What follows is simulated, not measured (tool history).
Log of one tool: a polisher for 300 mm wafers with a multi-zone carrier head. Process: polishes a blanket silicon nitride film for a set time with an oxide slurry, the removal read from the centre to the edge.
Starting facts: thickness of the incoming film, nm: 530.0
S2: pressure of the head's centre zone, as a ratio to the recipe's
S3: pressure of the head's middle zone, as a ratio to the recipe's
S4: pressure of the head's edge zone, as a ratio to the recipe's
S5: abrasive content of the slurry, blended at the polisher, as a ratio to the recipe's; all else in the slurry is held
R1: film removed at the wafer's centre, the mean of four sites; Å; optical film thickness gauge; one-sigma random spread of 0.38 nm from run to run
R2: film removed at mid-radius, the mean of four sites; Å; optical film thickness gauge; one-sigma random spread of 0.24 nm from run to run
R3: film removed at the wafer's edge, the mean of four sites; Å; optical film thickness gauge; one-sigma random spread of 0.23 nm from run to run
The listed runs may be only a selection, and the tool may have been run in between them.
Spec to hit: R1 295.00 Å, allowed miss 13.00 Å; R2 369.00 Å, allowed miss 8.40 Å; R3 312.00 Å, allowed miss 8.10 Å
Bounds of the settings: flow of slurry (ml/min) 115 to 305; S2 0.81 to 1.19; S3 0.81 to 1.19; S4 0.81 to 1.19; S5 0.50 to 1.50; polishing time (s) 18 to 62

Run 1, hour 0.0: flow of slurry (ml/min) 195, S2 1.00, S3 1.00, S4 1.00, S5 1.00, polishing time (s) 40. Result: R1 381.77 Å, R2 386.28 Å, R3 361.71 Å.
Run 2, hour 2.7: flow of slurry (ml/min) 195, S2 1.00, S3 0.96, S4 1.00, S5 1.00, polishing time (s) 40. Result: R1 373.78 Å, R2 374.84 Å, R3 362.29 Å.
Run 3, hour 8.8: flow of slurry (ml/min) 180, S2 0.94, S3 0.98, S4 0.94, S5 1.00, polishing time (s) 40. Result: R1 353.21 Å, R2 378.14 Å, R3 350.57 Å.
Run 4, hour 9.5: flow of slurry (ml/min) 170, S2 0.90, S3 1.00, S4 0.90, S5 0.95, polishing time (s) 40. Result: R1 320.46 Å, R2 365.68 Å, R3 328.90 Å.
Run 5, hour 10.9: flow of slurry (ml/min) 130, S2 0.90, S3 1.00, S4 0.90, S5 0.95, polishing time (s) 40. Result: R1 311.54 Å, R2 353.95 Å, R3 316.76 Å.
Run 6, hour 12.2: flow of slurry (ml/min) 130, S2 0.90, S3 1.00, S4 0.86, S5 0.95, polishing time (s) 40. Result: R1 304.94 Å, R2 355.20 Å, R3 315.22 Å.
Run 7, hour 15.5: flow of slurry (ml/min) 135, S2 0.89, S3 1.01, S4 0.85, S5 0.95, polishing time (s) 40. Result: R1 307.75 Å, R2 359.89 Å, R3 313.34 Å.
Run 8, hour 18.4: flow of slurry (ml/min) 135, S2 0.87, S3 1.02, S4 0.85, S5 0.95, polishing time (s) 40. Result: R1 290.00 Å, R2 357.52 Å, R3 314.43 Å.

5 candidate next runs follow, results not yet known. Just one meets every target within its allowed miss. Identify it.
Run A, hour 21.3: flow of slurry (ml/min) 135, S2 0.86, S3 1.01, S4 0.86, S5 0.95, polishing time (s) 39. Result: R1 ?, R2 ?, R3 ?.
Run B, hour 21.3: flow of slurry (ml/min) 120, S2 0.88, S3 0.96, S4 0.85, S5 1.00, polishing time (s) 40. Result: R1 ?, R2 ?, R3 ?.
Run C, hour 21.3: flow of slurry (ml/min) 140, S2 0.86, S3 0.99, S4 0.93, S5 0.90, polishing time (s) 40. Result: R1 ?, R2 ?, R3 ?.
Run D, hour 21.3: flow of slurry (ml/min) 160, S2 0.86, S3 1.06, S4 0.83, S5 0.95, polishing time (s) 39. Result: R1 ?, R2 ?, R3 ?.
Run E, hour 21.3: flow of slurry (ml/min) 190, S2 0.81, S3 1.01, S4 0.95, S5 0.75, polishing time (s) 42. Result: R1 ?, R2 ?, R3 ?.

move      R1      R2      R3
   A  296.46  346.94  306.44
   B  311.67  346.57  316.46
   C  297.30  343.37  316.93
   D  306.41  368.09  308.21
   E  277.94  343.26  311.61
A: further off than the last run
B: further off than the last run
C: further off than the last run
D: hits every target within its allowed miss
E: further off than the last run
Move D is the one to make.

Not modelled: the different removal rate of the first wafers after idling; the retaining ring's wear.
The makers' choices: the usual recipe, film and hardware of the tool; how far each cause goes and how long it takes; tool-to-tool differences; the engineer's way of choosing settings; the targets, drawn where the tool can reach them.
